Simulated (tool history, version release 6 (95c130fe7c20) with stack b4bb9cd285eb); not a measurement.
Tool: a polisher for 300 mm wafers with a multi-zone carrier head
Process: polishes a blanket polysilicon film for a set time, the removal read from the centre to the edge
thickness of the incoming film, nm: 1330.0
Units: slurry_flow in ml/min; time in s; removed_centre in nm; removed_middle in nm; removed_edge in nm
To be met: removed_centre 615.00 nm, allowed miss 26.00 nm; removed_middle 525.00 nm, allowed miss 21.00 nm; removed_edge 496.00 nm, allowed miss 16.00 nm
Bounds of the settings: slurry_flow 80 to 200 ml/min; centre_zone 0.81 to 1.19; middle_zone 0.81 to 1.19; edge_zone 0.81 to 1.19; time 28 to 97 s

run 1 hour=0.0 | slurry_flow=130 centre_zone=1.00 middle_zone=1.00 edge_zone=1.00 time=62 | removed_centre=425.69 removed_middle=398.22 removed_edge=390.53
run 2 hour=6.6 | slurry_flow=135 centre_zone=1.02 middle_zone=1.01 edge_zone=1.02 time=63 | removed_centre=438.17 removed_middle=413.31 removed_edge=399.28
run 3 hour=10.5 | slurry_flow=140 centre_zone=1.04 middle_zone=1.01 edge_zone=1.03 time=65 | removed_centre=463.93 removed_middle=430.57 removed_edge=419.18
run 4 hour=15.5 | slurry_flow=145 centre_zone=1.06 middle_zone=1.01 edge_zone=1.03 time=66 | removed_centre=479.01 removed_middle=440.41 removed_edge=425.79
run 5 hour=19.5 | slurry_flow=145 centre_zone=1.06 middle_zone=1.05 edge_zone=1.03 time=66 | removed_centre=485.06 removed_middle=461.04 removed_edge=430.61
run 6 hour=28.1 | slurry_flow=145 centre_zone=1.09 middle_zone=1.05 edge_zone=1.03 time=66 | removed_centre=496.49 removed_middle=455.97 removed_edge=426.07
run 7 hour=32.9 | slurry_flow=150 centre_zone=1.11 middle_zone=1.05 edge_zone=1.04 time=67 | removed_centre=504.84 removed_middle=463.52 removed_edge=428.39
run 8 hour=33.6 | slurry_flow=155 centre_zone=1.12 middle_zone=1.04 edge_zone=1.04 time=69 | removed_centre=536.57 removed_middle=476.10 removed_edge=450.83
run 9 hour=41.7 | slurry_flow=160 centre_zone=1.13 middle_zone=1.04 edge_zone=1.05 time=70 | removed_centre=558.14 removed_middle=490.09 removed_edge=460.86
run 10 hour=49.6 | slurry_flow=165 centre_zone=1.13 middle_zone=1.04 edge_zone=1.06 time=70 | removed_centre=561.53 removed_middle=499.55 removed_edge=460.11
run 11 hour=53.3 | slurry_flow=165 centre_zone=1.13 middle_zone=1.03 edge_zone=1.07 time=71 | removed_centre=562.64 removed_middle=497.31 removed_edge=474.05
run 12 hour=56.9 | slurry_flow=170 centre_zone=1.14 middle_zone=1.03 edge_zone=1.07 time=71 | removed_centre=573.15 removed_middle=498.91 removed_edge=475.71
run 13 hour=65.1 | slurry_flow=175 centre_zone=1.15 middle_zone=1.03 edge_zone=1.07 time=71 | removed_centre=584.14 removed_middle=508.44 removed_edge=473.97
run 14 hour=73.9 | slurry_flow=175 centre_zone=1.15 middle_zone=1.03 edge_zone=1.08 time=71 | removed_centre=578.64 removed_middle=501.80 removed_edge=480.57
run 15 hour=77.3 | slurry_flow=175 centre_zone=1.16 middle_zone=1.03 edge_zone=1.08 time=71 | removed_centre=585.54 removed_middle=499.77 removed_edge=488.91

Which of these 4 next moves meets every target?
run A hour=80.7 | slurry_flow=200 centre_zone=1.15 middle_zone=1.03 edge_zone=1.09 time=72 | removed_centre=? removed_middle=? removed_edge=?
run B hour=80.7 | slurry_flow=170 centre_zone=1.19 middle_zone=1.07 edge_zone=0.98 time=72 | removed_centre=? removed_middle=? removed_edge=?
run C hour=80.7 | slurry_flow=170 centre_zone=1.16 middle_zone=1.04 edge_zone=1.19 time=75 | removed_centre=? removed_middle=? removed_edge=?
run D hour=80.7 | slurry_flow=165 centre_zone=1.12 middle_zone=0.98 edge_zone=1.12 time=71 | removed_centre=? removed_middle=? removed_edge=?

move=A removed_centre=612.12 removed_middle=519.53 removed_edge=497.91
move=B removed_centre=615.35 removed_middle=522.72 removed_edge=467.68
move=C removed_centre=624.60 removed_middle=531.43 removed_edge=528.07
move=D removed_centre=567.09 removed_middle=476.03 removed_edge=485.57
A: meets every target
B: brings the result that was furthest off to its target, and leaves another outside
C: brings the result that was furthest off to its target, and leaves another outside
D: further off than the last run
The right move is A.
